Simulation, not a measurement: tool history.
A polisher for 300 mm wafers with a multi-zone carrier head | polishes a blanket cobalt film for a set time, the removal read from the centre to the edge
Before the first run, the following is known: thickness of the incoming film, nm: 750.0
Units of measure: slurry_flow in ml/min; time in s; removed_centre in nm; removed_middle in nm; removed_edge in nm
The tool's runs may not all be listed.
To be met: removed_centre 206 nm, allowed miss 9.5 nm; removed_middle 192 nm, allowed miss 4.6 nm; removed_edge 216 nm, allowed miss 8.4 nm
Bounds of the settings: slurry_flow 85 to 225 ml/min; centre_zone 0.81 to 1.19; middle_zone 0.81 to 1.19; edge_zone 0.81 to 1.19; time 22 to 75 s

{"run": 1, "hour": 0.0, "slurry_flow": 145, "centre_zone": 1, "middle_zone": 1, "edge_zone": 1, "time": 48, "removed_centre": 271.13, "removed_middle": 282.25, "removed_edge": 285.24}
{"run": 2, "hour": 3.4, "slurry_flow": 140, "centre_zone": 1, "middle_zone": 0.98, "edge_zone": 0.98, "time": 47, "removed_centre": 266.66, "removed_middle": 270.22, "removed_edge": 270.94}
{"run": 3, "hour": 6.8, "slurry_flow": 140, "centre_zone": 1, "middle_zone": 1.03, "edge_zone": 0.98, "time": 47, "removed_centre": 265.46, "removed_middle": 279.98, "removed_edge": 269.5}
{"run": 4, "hour": 12.4, "slurry_flow": 135, "centre_zone": 1, "middle_zone": 1, "edge_zone": 0.97, "time": 46, "removed_centre": 257.28, "removed_middle": 263.91, "removed_edge": 264.28}
{"run": 5, "hour": 19.2, "slurry_flow": 135, "centre_zone": 1, "middle_zone": 1, "edge_zone": 0.97, "time": 52, "removed_centre": 288.47, "removed_middle": 301.1, "removed_edge": 300.41}
{"run": 6, "hour": 24.6, "slurry_flow": 135, "centre_zone": 0.93, "middle_zone": 1, "edge_zone": 0.97, "time": 52, "removed_centre": 277.83, "removed_middle": 296.69, "removed_edge": 302.54}
{"hour": 28.9, "done": "slurry nozzle cleaned"}
{"run": 7, "hour": 28.9, "slurry_flow": 135, "centre_zone": 0.93, "middle_zone": 1, "edge_zone": 0.97, "time": 52, "removed_centre": 289.9, "removed_middle": 320.21, "removed_edge": 315.88}
{"run": 8, "hour": 30.0, "slurry_flow": 130, "centre_zone": 0.93, "middle_zone": 0.98, "edge_zone": 0.96, "time": 50, "removed_centre": 271.09, "removed_middle": 301.43, "removed_edge": 303.16}
{"run": 9, "hour": 33.2, "slurry_flow": 115, "centre_zone": 1.03, "middle_zone": 0.88, "edge_zone": 0.87, "time": 36, "removed_centre": 218.67, "removed_middle": 192.06, "removed_edge": 201.28}

Exercise: of the 4 proposed moves below, exactly one satisfies all targets within the stated allowed misses. Which move is it?
{"run": "A", "hour": 36.4, "slurry_flow": 130, "centre_zone": 1.13, "middle_zone": 0.89, "edge_zone": 0.89, "time": 35, "removed_centre": "?", "removed_middle": "?", "removed_edge": "?"}
{"run": "B", "hour": 36.4, "slurry_flow": 135, "centre_zone": 1.01, "middle_zone": 0.82, "edge_zone": 0.94, "time": 37, "removed_centre": "?", "removed_middle": "?", "removed_edge": "?"}
{"run": "C", "hour": 36.4, "slurry_flow": 120, "centre_zone": 0.96, "middle_zone": 0.84, "edge_zone": 0.95, "time": 37, "removed_centre": "?", "removed_middle": "?", "removed_edge": "?"}
{"run": "D", "hour": 36.4, "slurry_flow": 95, "centre_zone": 0.97, "middle_zone": 0.81, "edge_zone": 1.02, "time": 41, "removed_centre": "?", "removed_middle": "?", "removed_edge": "?"}

move=A removed_centre=237.41 removed_middle=194.52 removed_edge=203.77
move=B removed_centre=226.82 removed_middle=194.06 removed_edge=221.83
move=C removed_centre=208.78 removed_middle=192.32 removed_edge=218.25
move=D removed_centre=215.51 removed_middle=192.77 removed_edge=237.66
A: the biggest miss grows against the last run
B: puts the biggest miss on target and leaves a different result outside tolerance
C: hits every target within its allowed miss
D: carries the result that was furthest off beyond its target, to the other side
C meets every target.

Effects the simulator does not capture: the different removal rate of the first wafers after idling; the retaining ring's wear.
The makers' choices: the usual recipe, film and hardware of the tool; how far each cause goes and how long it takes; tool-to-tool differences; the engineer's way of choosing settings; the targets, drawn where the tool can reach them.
